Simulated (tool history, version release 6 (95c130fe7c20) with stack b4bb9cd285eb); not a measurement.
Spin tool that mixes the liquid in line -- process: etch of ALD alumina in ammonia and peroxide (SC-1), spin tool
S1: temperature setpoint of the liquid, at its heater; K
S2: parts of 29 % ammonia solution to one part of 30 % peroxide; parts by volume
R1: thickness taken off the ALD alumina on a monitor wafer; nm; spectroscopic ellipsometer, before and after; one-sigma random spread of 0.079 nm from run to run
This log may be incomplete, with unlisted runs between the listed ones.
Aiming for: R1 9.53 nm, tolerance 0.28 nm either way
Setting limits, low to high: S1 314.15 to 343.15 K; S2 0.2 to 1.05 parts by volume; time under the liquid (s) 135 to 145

run 1 day=0 | S1=330.15 S2=0.55 time_under_the_liquid_(s)=135 | R1=12.195
run 2 day=0.096 | S1=326.65 S2=0.55 time_under_the_liquid_(s)=135 | R1=10.137
run 3 day=0.421 | S1=326.65 S2=0.55 time_under_the_liquid_(s)=145 | R1=10.953
run 4 day=0.446 | S1=326.65 S2=0.55 time_under_the_liquid_(s)=145 | R1=10.988
run 5 day=0.725 | S1=321.15 S2=0.55 time_under_the_liquid_(s)=145 | R1=7.9973
run 6 day=0.775 | S1=321.65 S2=0.55 time_under_the_liquid_(s)=145 | R1=8.2296
run 7 day=0.938 | S1=322.15 S2=0.55 time_under_the_liquid_(s)=145 | R1=8.5384
run 8 day=1.192 | S1=322.65 S2=0.55 time_under_the_liquid_(s)=145 | R1=8.8241
run 9 day=1.554 | S1=323.15 S2=0.55 time_under_the_liquid_(s)=145 | R1=8.9507
run 10 day=1.821 | S1=323.65 S2=0.55 time_under_the_liquid_(s)=145 | R1=9.1763

Exactly one of the 4 candidate moves below puts every result within its allowed miss. Which one?
run A day=2.088 | S1=322.65 S2=0.7 time_under_the_liquid_(s)=140 | R1=?
run B day=2.088 | S1=324.15 S2=0.6 time_under_the_liquid_(s)=145 | R1=?
run C day=2.088 | S1=323.15 S2=0.6 time_under_the_liquid_(s)=140 | R1=?
run D day=2.088 | S1=323.15 S2=0.5 time_under_the_liquid_(s)=145 | R1=?

move=A R1=8.6093
move=B R1=9.5413
move=C R1=8.7209
move=D R1=8.8771
A: misses by more than the last run did
B: each result inside its tolerance
C: misses by more than the last run did
D: misses by more than the last run did
B meets every target.

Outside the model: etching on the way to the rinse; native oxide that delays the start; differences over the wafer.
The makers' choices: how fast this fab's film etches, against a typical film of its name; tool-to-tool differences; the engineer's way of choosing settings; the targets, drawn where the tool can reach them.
